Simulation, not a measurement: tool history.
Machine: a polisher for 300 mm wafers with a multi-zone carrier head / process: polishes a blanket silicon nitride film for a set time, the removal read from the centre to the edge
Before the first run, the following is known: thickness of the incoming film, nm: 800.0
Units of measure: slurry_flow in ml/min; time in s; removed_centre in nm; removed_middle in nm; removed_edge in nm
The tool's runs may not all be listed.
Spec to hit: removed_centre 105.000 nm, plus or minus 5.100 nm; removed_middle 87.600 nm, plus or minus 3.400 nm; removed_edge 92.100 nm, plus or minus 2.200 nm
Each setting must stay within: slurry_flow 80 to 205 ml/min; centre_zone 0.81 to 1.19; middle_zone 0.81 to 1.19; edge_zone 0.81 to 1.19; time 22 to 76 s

{"run": 1, "hour": 0.0, "slurry_flow": 135, "centre_zone": 1.0, "middle_zone": 1.0, "edge_zone": 1.0, "time": 49, "removed_centre": 83.272, "removed_middle": 81.624, "removed_edge": 81.107}
{"run": 2, "hour": 0.5, "slurry_flow": 155, "centre_zone": 1.0, "middle_zone": 1.0, "edge_zone": 1.0, "time": 49, "removed_centre": 84.153, "removed_middle": 84.142, "removed_edge": 81.214}
{"run": 3, "hour": 1.4, "slurry_flow": 155, "centre_zone": 1.03, "middle_zone": 0.99, "edge_zone": 1.03, "time": 50, "removed_centre": 89.273, "removed_middle": 85.913, "removed_edge": 84.531}
{"run": 4, "hour": 7.7, "slurry_flow": 155, "centre_zone": 1.03, "middle_zone": 1.05, "edge_zone": 1.03, "time": 50, "removed_centre": 88.545, "removed_middle": 90.608, "removed_edge": 83.824}
{"run": 5, "hour": 12.9, "slurry_flow": 155, "centre_zone": 1.06, "middle_zone": 1.03, "edge_zone": 1.05, "time": 50, "removed_centre": 90.17, "removed_middle": 86.104, "removed_edge": 85.029}
{"run": 6, "hour": 15.1, "slurry_flow": 160, "centre_zone": 1.08, "middle_zone": 1.03, "edge_zone": 1.06, "time": 50, "removed_centre": 91.565, "removed_middle": 87.609, "removed_edge": 85.128}
{"run": 7, "hour": 17.2, "slurry_flow": 160, "centre_zone": 1.08, "middle_zone": 1.03, "edge_zone": 1.06, "time": 50, "removed_centre": 91.48, "removed_middle": 88.374, "removed_edge": 85.594}
{"run": 8, "hour": 20.0, "slurry_flow": 160, "centre_zone": 1.08, "middle_zone": 1.03, "edge_zone": 1.06, "time": 50, "removed_centre": 92.378, "removed_middle": 88.141, "removed_edge": 85.422}
{"run": 9, "hour": 22.3, "slurry_flow": 165, "centre_zone": 1.1, "middle_zone": 1.02, "edge_zone": 1.08, "time": 50, "removed_centre": 94.979, "removed_middle": 89.443, "removed_edge": 86.506}
{"run": 10, "hour": 26.3, "slurry_flow": 165, "centre_zone": 1.1, "middle_zone": 1.02, "edge_zone": 1.08, "time": 50, "removed_centre": 92.999, "removed_middle": 85.782, "removed_edge": 86.063}
{"run": 11, "hour": 30.3, "slurry_flow": 170, "centre_zone": 1.12, "middle_zone": 1.02, "edge_zone": 1.09, "time": 51, "removed_centre": 97.989, "removed_middle": 88.938, "removed_edge": 89.607}
{"run": 12, "hour": 31.8, "slurry_flow": 170, "centre_zone": 1.13, "middle_zone": 1.01, "edge_zone": 1.09, "time": 51, "removed_centre": 100.23, "removed_middle": 89.643, "removed_edge": 88.181}
{"run": 13, "hour": 36.4, "slurry_flow": 170, "centre_zone": 1.14, "middle_zone": 1.0, "edge_zone": 1.1, "time": 51, "removed_centre": 103.18, "removed_middle": 89.786, "removed_edge": 89.635}

Which single option among these 5 for the next run brings every result within its allowed miss of target? Just one does.
{"run": "A", "hour": 41.0, "slurry_flow": 170, "centre_zone": 1.19, "middle_zone": 1.02, "edge_zone": 1.19, "time": 48, "removed_centre": "?", "removed_middle": "?", "removed_edge": "?"}
{"run": "B", "hour": 41.0, "slurry_flow": 170, "centre_zone": 1.18, "middle_zone": 0.95, "edge_zone": 1.12, "time": 52, "removed_centre": "?", "removed_middle": "?", "removed_edge": "?"}
{"run": "C", "hour": 41.0, "slurry_flow": 205, "centre_zone": 1.11, "middle_zone": 1.07, "edge_zone": 1.04, "time": 51, "removed_centre": "?", "removed_middle": "?", "removed_edge": "?"}
{"run": "D", "hour": 41.0, "slurry_flow": 165, "centre_zone": 1.1, "middle_zone": 0.97, "edge_zone": 1.16, "time": 55, "removed_centre": "?", "removed_middle": "?", "removed_edge": "?"}
{"run": "E", "hour": 41.0, "slurry_flow": 150, "centre_zone": 1.09, "middle_zone": 0.99, "edge_zone": 1.12, "time": 52, "removed_centre": "?", "removed_middle": "?", "removed_edge": "?"}

move=A removed_centre=99.454 removed_middle=84.160 removed_edge=88.111
move=B removed_centre=106.800 removed_middle=86.918 removed_edge=92.646
move=C removed_centre=101.790 removed_middle=95.133 removed_edge=89.368
move=D removed_centre=104.740 removed_middle=92.792 removed_edge=99.349
move=E removed_centre=96.303 removed_middle=87.469 removed_edge=91.155
A: misses by more than the last run did
B: all results in spec
C: misses by more than the last run did
D: pushes the last run's worst result past its target
E: meets the target for the result that was furthest off, but another lies outside its allowed miss
The move that meets every target is B.
